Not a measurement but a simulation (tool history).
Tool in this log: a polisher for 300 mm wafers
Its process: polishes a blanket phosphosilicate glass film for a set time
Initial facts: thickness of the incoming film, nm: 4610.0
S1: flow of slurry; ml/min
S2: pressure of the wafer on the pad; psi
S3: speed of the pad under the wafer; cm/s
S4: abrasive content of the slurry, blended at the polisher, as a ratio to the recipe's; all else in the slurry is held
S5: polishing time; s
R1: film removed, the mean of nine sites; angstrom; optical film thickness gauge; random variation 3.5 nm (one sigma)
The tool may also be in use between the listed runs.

{"run": 1, "day": 0.0, "S1": 275, "S2": 2.9, "S3": 116, "S4": 1.0, "S5": 34, "R1": 2847.4}
{"run": 2, "day": 0.046, "S1": 275, "S2": 2.8, "S3": 116, "S4": 1.0, "S5": 34, "R1": 2710.1}
{"run": 3, "day": 0.275, "S1": 275, "S2": 2.6, "S3": 116, "S4": 1.0, "S5": 34, "R1": 2596.2}
{"run": 4, "day": 0.621, "S1": 275, "S2": 3.1, "S3": 116, "S4": 1.0, "S5": 34, "R1": 3035.3}
{"run": 5, "day": 0.775, "S1": 320, "S2": 3.1, "S3": 116, "S4": 1.0, "S5": 34, "R1": 3101.8}
{"run": 6, "day": 1.125, "S1": 320, "S2": 3.0, "S3": 116, "S4": 1.0, "S5": 34, "R1": 2990.7}
{"run": 7, "day": 1.154, "S1": 320, "S2": 2.9, "S3": 116, "S4": 1.0, "S5": 34, "R1": 2895.5}

What does the tool deliver on the next run?
{"run": 8, "day": 1.375, "S1": 320, "S2": 2.8, "S3": 116, "S4": 1.0, "S5": 34, "R1": "?"}

Run 8 gave R1 2810.1 angstrom.
